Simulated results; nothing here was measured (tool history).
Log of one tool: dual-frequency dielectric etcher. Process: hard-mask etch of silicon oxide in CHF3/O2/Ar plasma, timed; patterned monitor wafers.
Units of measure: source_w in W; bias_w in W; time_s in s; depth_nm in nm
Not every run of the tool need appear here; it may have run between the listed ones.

| run | day | source_w | bias_w | time_s | depth_nm |
|---|---|---|---|---|---|
| 1 | 0.000 | 540 | 189 | 15.5 | 30.194 |
| 2 | 0.100 | 580 | 195 | 15.5 | 31.453 |
| 3 | 0.392 | 610 | 199 | 15.5 | 32.374 |
| 4 | 0.621 | 610 | 199 | 15.5 | 32.253 |
| 5 | 0.712 | 640 | 203 | 15.5 | 32.900 |
| 6 | 0.754 | 660 | 208 | 15.5 | 33.828 |
| 7 | 1.025 | 680 | 211 | 15.5 | 34.530 |
| 8 | 1.375 | 690 | 212 | 15.5 | 34.840 |

What will run 9 give?
| 9 | 1.725 | 700 | 213 | 15.5 | ? |

{"run 9": {"depth_nm": 34.637}}
